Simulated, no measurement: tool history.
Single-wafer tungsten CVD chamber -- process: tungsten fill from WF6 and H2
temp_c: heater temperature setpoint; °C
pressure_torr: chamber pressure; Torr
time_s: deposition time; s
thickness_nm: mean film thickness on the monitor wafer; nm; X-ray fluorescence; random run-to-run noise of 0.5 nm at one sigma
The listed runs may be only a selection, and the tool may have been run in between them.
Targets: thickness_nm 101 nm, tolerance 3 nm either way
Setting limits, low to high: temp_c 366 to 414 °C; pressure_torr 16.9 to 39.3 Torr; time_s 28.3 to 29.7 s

Run 1, day 0: temp_c 390 °C, pressure_torr 28.1 Torr, time_s 29.7 s. Result: thickness_nm 75.282 nm.
Run 2, day 0.246: temp_c 394 °C, pressure_torr 28.3 Torr, time_s 29.7 s. Result: thickness_nm 81.598 nm.
Run 3, day 0.438: temp_c 394 °C, pressure_torr 25.7 Torr, time_s 29.7 s. Result: thickness_nm 78.641 nm.
Run 4, day 0.779: temp_c 394 °C, pressure_torr 25.7 Torr, time_s 29.7 s. Result: thickness_nm 77.691 nm.
Run 5, day 0.829: temp_c 398 °C, pressure_torr 25.9 Torr, time_s 29.7 s. Result: thickness_nm 85.168 nm.
Run 6, day 1.171: temp_c 400 °C, pressure_torr 26 Torr, time_s 29.7 s. Result: thickness_nm 88.602 nm.
Run 7, day 1.517: temp_c 402 °C, pressure_torr 26.1 Torr, time_s 29.7 s. Result: thickness_nm 91.889 nm.
Run 8, day 1.75: temp_c 403 °C, pressure_torr 26.2 Torr, time_s 29.7 s. Result: thickness_nm 93.428 nm.

Exactly one of the 5 candidate moves below puts every result within its allowed miss. Which one?
Run A, day 1.983: temp_c 408 °C, pressure_torr 32.1 Torr, time_s 28.7 s. Result: thickness_nm ?.
Run B, day 1.983: temp_c 394 °C, pressure_torr 30.1 Torr, time_s 29.7 s. Result: thickness_nm ?.
Run C, day 1.983: temp_c 411 °C, pressure_torr 26.1 Torr, time_s 28.3 s. Result: thickness_nm ?.
Run D, day 1.983: temp_c 410 °C, pressure_torr 28.2 Torr, time_s 29.7 s. Result: thickness_nm ?.
Run E, day 1.983: temp_c 399 °C, pressure_torr 32.2 Torr, time_s 28.3 s. Result: thickness_nm ?.

move  thickness_nm
   A        106.48
   B        83.528
   C         102.8
   D        109.02
   E        89.532
A: the result that was furthest off in the last run now lies on the other side of its target
B: lands further from the targets than the last run did
C: in spec on every target
D: the result that was furthest off in the last run now lies on the other side of its target
E: lands further from the targets than the last run did
C meets every target.
